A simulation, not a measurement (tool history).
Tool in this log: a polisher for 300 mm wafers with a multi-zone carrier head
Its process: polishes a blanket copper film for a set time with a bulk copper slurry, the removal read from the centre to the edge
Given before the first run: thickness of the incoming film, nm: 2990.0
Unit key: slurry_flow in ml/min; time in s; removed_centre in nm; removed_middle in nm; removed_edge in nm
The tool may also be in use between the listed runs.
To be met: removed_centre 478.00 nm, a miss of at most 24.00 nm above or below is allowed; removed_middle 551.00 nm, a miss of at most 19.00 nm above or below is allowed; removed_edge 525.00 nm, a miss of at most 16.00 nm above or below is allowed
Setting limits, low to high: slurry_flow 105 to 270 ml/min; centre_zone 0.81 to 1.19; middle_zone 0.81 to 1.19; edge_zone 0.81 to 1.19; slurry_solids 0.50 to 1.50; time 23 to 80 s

{"run": 1, "hour": 0.0, "slurry_flow": 175, "centre_zone": 1.0, "middle_zone": 1.0, "edge_zone": 1.0, "slurry_solids": 1.0, "time": 51, "removed_centre": 398.82, "removed_middle": 390.61, "removed_edge": 392.89}
{"run": 2, "hour": 5.3, "slurry_flow": 175, "centre_zone": 1.0, "middle_zone": 1.0, "edge_zone": 1.0, "slurry_solids": 1.0, "time": 56, "removed_centre": 431.73, "removed_middle": 437.24, "removed_edge": 426.41}
{"run": 3, "hour": 8.7, "slurry_flow": 205, "centre_zone": 1.0, "middle_zone": 1.0, "edge_zone": 1.0, "slurry_solids": 1.0, "time": 56, "removed_centre": 451.35, "removed_middle": 454.78, "removed_edge": 438.65}
{"run": 4, "hour": 13.4, "slurry_flow": 210, "centre_zone": 0.99, "middle_zone": 1.01, "edge_zone": 1.02, "slurry_solids": 1.05, "time": 56, "removed_centre": 457.99, "removed_middle": 445.73, "removed_edge": 446.22}
{"run": 5, "hour": 14.2, "slurry_flow": 205, "centre_zone": 0.97, "middle_zone": 1.02, "edge_zone": 1.02, "slurry_solids": 1.1, "time": 57, "removed_centre": 442.95, "removed_middle": 469.45, "removed_edge": 451.7}
{"run": 6, "hour": 16.0, "slurry_flow": 205, "centre_zone": 0.94, "middle_zone": 1.02, "edge_zone": 1.02, "slurry_solids": 1.1, "time": 57, "removed_centre": 452.79, "removed_middle": 471.63, "removed_edge": 459.24}
{"run": 7, "hour": 17.1, "slurry_flow": 210, "centre_zone": 0.93, "middle_zone": 1.03, "edge_zone": 1.03, "slurry_solids": 1.15, "time": 57, "removed_centre": 449.62, "removed_middle": 472.71, "removed_edge": 463.32}
{"run": 8, "hour": 21.9, "slurry_flow": 215, "centre_zone": 0.92, "middle_zone": 1.05, "edge_zone": 1.04, "slurry_solids": 1.2, "time": 57, "removed_centre": 455.24, "removed_middle": 488.42, "removed_edge": 467.37}
{"run": 9, "hour": 25.2, "slurry_flow": 215, "centre_zone": 0.91, "middle_zone": 1.06, "edge_zone": 1.05, "slurry_solids": 1.25, "time": 57, "removed_centre": 451.38, "removed_middle": 493.06, "removed_edge": 468.75}
{"run": 10, "hour": 26.2, "slurry_flow": 220, "centre_zone": 0.9, "middle_zone": 1.07, "edge_zone": 1.06, "slurry_solids": 1.3, "time": 57, "removed_centre": 464.71, "removed_middle": 496.91, "removed_edge": 482.54}
{"hour": 32.0, "done": "centre zone pressure recalibrated"}
{"run": 11, "hour": 32.0, "slurry_flow": 220, "centre_zone": 0.89, "middle_zone": 1.08, "edge_zone": 1.07, "slurry_solids": 1.3, "time": 57, "removed_centre": 429.56, "removed_middle": 505.33, "removed_edge": 483.81}
{"run": 12, "hour": 40.5, "slurry_flow": 225, "centre_zone": 0.89, "middle_zone": 1.08, "edge_zone": 1.07, "slurry_solids": 1.35, "time": 57, "removed_centre": 440.17, "removed_middle": 510.1, "removed_edge": 489.41}

Exercise: of the 5 proposed moves below, exactly one satisfies all targets within the stated allowed misses. Which move is it?
{"run": "A", "hour": 49.0, "slurry_flow": 225, "centre_zone": 0.91, "middle_zone": 1.03, "edge_zone": 1.12, "slurry_solids": 1.35, "time": 59, "removed_centre": "?", "removed_middle": "?", "removed_edge": "?"}
{"run": "B", "hour": 49.0, "slurry_flow": 260, "centre_zone": 0.88, "middle_zone": 1.07, "edge_zone": 1.1, "slurry_solids": 1.45, "time": 59, "removed_centre": "?", "removed_middle": "?", "removed_edge": "?"}
{"run": "C", "hour": 49.0, "slurry_flow": 215, "centre_zone": 1.06, "middle_zone": 0.94, "edge_zone": 0.89, "slurry_solids": 1.15, "time": 65, "removed_centre": "?", "removed_middle": "?", "removed_edge": "?"}
{"run": "D", "hour": 49.0, "slurry_flow": 200, "centre_zone": 0.97, "middle_zone": 0.88, "edge_zone": 1.19, "slurry_solids": 1.4, "time": 60, "removed_centre": "?", "removed_middle": "?", "removed_edge": "?"}
{"run": "E", "hour": 49.0, "slurry_flow": 250, "centre_zone": 1.01, "middle_zone": 1.06, "edge_zone": 0.95, "slurry_solids": 1.25, "time": 65, "removed_centre": "?", "removed_middle": "?", "removed_edge": "?"}

move=A removed_centre=459.66 removed_middle=515.66 removed_edge=509.45
move=B removed_centre=466.46 removed_middle=549.10 removed_edge=517.87
move=C removed_centre=531.58 removed_middle=507.84 removed_edge=486.32
move=D removed_centre=478.45 removed_middle=455.55 removed_edge=533.17
move=E removed_centre=536.30 removed_middle=581.13 removed_edge=515.02
A: corrects the largest miss of the last run, while another result sits out of spec
B: hits every target within its allowed miss
C: further off than the last run
D: corrects the largest miss of the last run, while another result sits out of spec
E: corrects the largest miss of the last run, while another result sits out of spec
Go with B: it meets all targets.

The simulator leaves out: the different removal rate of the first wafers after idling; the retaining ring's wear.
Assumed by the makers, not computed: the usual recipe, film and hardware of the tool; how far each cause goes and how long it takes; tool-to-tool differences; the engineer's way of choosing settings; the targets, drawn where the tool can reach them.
